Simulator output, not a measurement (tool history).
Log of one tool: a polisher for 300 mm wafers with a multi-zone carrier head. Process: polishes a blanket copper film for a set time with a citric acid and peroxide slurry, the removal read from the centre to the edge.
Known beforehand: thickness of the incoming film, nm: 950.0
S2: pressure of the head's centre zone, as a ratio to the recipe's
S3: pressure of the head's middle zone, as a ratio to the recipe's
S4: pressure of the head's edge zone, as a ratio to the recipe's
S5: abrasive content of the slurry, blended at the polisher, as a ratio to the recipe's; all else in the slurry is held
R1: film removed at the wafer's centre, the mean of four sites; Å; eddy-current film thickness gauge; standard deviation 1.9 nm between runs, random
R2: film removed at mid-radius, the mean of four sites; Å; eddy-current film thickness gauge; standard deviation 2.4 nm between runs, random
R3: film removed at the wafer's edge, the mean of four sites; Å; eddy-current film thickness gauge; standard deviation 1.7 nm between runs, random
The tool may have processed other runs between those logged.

Run 1, day 0.000: flow of slurry (ml/min) 260, S2 1.00, S3 1.00, S4 1.00, S5 1.0, polishing time (s) 80. Result: R1 2219.0 Å, R2 2237.6 Å, R3 2179.2 Å.
Run 2, day 0.100: flow of slurry (ml/min) 270, S2 1.01, S3 1.00, S4 1.02, S5 1.0, polishing time (s) 80. Result: R1 2235.4 Å, R2 2285.0 Å, R3 2239.5 Å.
Run 3, day 0.217: flow of slurry (ml/min) 280, S2 1.03, S3 1.00, S4 1.03, S5 1.0, polishing time (s) 80. Result: R1 2298.1 Å, R2 2278.5 Å, R3 2270.0 Å.
Run 4, day 0.496: flow of slurry (ml/min) 280, S2 1.03, S3 1.00, S4 1.03, S5 1.0, polishing time (s) 90. Result: R1 2601.3 Å, R2 2531.3 Å, R3 2525.3 Å.
Run 5, day 0.550: flow of slurry (ml/min) 280, S2 1.03, S3 1.00, S4 1.11, S5 1.0, polishing time (s) 90. Result: R1 2610.5 Å, R2 2587.1 Å, R3 2622.3 Å.
Run 6, day 0.721: flow of slurry (ml/min) 280, S2 1.03, S3 1.06, S4 1.11, S5 1.0, polishing time (s) 90. Result: R1 2604.7 Å, R2 2706.8 Å, R3 2620.4 Å.
Run 7, day 0.946: flow of slurry (ml/min) 270, S2 1.03, S3 1.05, S4 1.10, S5 1.0, polishing time (s) 90. Result: R1 2578.2 Å, R2 2643.7 Å, R3 2575.3 Å.

Run 8 has not been measured yet. What should we expect?
Run 8, day 1.208: flow of slurry (ml/min) 265, S2 1.03, S3 1.04, S4 1.10, S5 1.0, polishing time (s) 90. Result: R1 ?, R2 ?, R3 ?.

R1: 2563.5 Å
R2: 2634.2 Å
R3: 2581.8 Å
